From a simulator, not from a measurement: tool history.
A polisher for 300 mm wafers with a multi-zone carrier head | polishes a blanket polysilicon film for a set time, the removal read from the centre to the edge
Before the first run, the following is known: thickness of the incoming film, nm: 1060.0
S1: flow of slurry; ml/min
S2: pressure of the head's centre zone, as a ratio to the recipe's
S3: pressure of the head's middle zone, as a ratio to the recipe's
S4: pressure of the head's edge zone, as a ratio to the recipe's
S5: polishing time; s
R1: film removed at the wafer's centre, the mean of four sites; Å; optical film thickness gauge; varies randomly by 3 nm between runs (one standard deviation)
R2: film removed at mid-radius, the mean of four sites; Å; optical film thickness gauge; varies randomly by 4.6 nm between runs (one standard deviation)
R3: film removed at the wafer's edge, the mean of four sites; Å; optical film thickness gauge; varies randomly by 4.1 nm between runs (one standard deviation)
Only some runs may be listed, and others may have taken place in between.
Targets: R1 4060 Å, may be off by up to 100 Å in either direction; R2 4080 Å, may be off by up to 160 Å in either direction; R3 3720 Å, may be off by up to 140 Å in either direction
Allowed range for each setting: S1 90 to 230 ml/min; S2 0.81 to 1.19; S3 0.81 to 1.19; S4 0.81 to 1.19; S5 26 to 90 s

run,hour,S1,S2,S3,S4,S5,R1,R2,R3
1,0,150,1,1,1,58,3395.8,3321,3434.5
2,0.7,160,1.01,1.02,1,58,3512.2,3393.4,3480.9
3,7.5,165,1.01,1.04,1,58,3504.7,3513,3508
4,15.5,170,1.02,1.05,1,58,3554.7,3527.4,3431.5
5,23.1,175,1.03,1.06,1.01,58,3600.7,3557.4,3450.1
6,24.5,175,1.03,1.09,1.01,58,3659.3,3677.7,3538
7,28,180,1.04,1.1,1.01,58,3685.1,3739,3508.2
8,34,185,1.05,1.11,1.02,58,3710.7,3714.4,3528.4
9,38.7,185,1.06,1.12,1.02,58,3732.8,3832.4,3549
10,46.1,190,1.07,1.12,1.03,58,3788,3827.8,3555.6
11,52.3,190,1.08,1.12,1.04,58,3828.7,3737.3,3546.2
12,56.9,195,1.08,1.13,1.04,58,3853,3813.4,3586.8
13,64.5,195,1.08,1.14,1.04,58,3877.6,3855.6,3584.7
14,71.2,200,1.08,1.15,1.04,58,3884.1,3934.2,3606.1
15,75.1,205,1.08,1.15,1.04,58,3906.6,3945.3,3689.9

Exactly one of the 5 candidate moves below puts every result within its allowed miss. Which one?
A,79,220,1.12,1.12,1.05,56,?,?,?
B,79,200,1.14,1.14,0.97,60,?,?,?
C,79,195,1.04,1.13,1.17,58,?,?,?
D,79,190,1.15,1.07,1.07,58,?,?,?
E,79,190,1.05,1.1,0.96,63,?,?,?

move,R1,R2,R3
A,3972.8,3790.9,3574.8
B,4271,4070.4,3649.1
C,3748.3,3891.6,3862.8
D,4128,3698,3683.1
E,4092.3,4115.7,3793.6
A: puts the biggest miss on target and leaves a different result outside tolerance
B: the result that was furthest off in the last run now lies on the other side of its target
C: misses by more than the last run did
D: puts the biggest miss on target and leaves a different result outside tolerance
E: meets every target
Move E is the one to make.
